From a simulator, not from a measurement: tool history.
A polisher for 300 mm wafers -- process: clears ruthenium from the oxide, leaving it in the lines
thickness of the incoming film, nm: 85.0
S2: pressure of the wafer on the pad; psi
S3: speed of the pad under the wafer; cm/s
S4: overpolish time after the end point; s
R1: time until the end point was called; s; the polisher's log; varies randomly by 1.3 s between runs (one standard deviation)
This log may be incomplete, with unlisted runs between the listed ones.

{"run": 1, "hour": 0.0, "flow of slurry (ml/min)": 310, "S2": 1.9, "S3": 88, "S4": 9, "R1": 119.27}
{"run": 2, "hour": 6.1, "flow of slurry (ml/min)": 310, "S2": 1.9, "S3": 88, "S4": 7, "R1": 117.86}
{"run": 3, "hour": 14.5, "flow of slurry (ml/min)": 310, "S2": 1.9, "S3": 104, "S4": 7, "R1": 101.25}
{"run": 4, "hour": 22.1, "flow of slurry (ml/min)": 310, "S2": 1.8, "S3": 104, "S4": 7, "R1": 105.31}
{"run": 5, "hour": 23.6, "flow of slurry (ml/min)": 310, "S2": 1.7, "S3": 104, "S4": 7, "R1": 112.11}
{"run": 6, "hour": 31.9, "flow of slurry (ml/min)": 310, "S2": 1.6, "S3": 104, "S4": 7, "R1": 118.2}
{"run": 7, "hour": 38.2, "flow of slurry (ml/min)": 310, "S2": 1.5, "S3": 104, "S4": 7, "R1": 123.6}
{"run": 8, "hour": 44.4, "flow of slurry (ml/min)": 305, "S2": 1.0, "S3": 104, "S4": 7, "R1": 186.07}
{"run": 9, "hour": 51.3, "flow of slurry (ml/min)": 310, "S2": 1.0, "S3": 104, "S4": 7, "R1": 184.72}
{"run": 10, "hour": 54.2, "flow of slurry (ml/min)": 315, "S2": 1.1, "S3": 104, "S4": 7, "R1": 168.64}
{"run": 11, "hour": 54.8, "flow of slurry (ml/min)": 325, "S2": 1.1, "S3": 104, "S4": 7, "R1": 167.94}
{"run": 12, "hour": 61.7, "flow of slurry (ml/min)": 330, "S2": 1.3, "S3": 104, "S4": 7, "R1": 144.93}
{"run": 13, "hour": 66.5, "flow of slurry (ml/min)": 325, "S2": 1.3, "S3": 104, "S4": 7, "R1": 142.67}
{"run": 14, "hour": 69.5, "flow of slurry (ml/min)": 320, "S2": 1.3, "S3": 104, "S4": 7, "R1": 145.51}

Forecast run 15:
{"run": 15, "hour": 78.3, "flow of slurry (ml/min)": 315, "S2": 1.3, "S3": 104, "S4": 7, "R1": "?"}

Run 15 measured R1 145.43 s.

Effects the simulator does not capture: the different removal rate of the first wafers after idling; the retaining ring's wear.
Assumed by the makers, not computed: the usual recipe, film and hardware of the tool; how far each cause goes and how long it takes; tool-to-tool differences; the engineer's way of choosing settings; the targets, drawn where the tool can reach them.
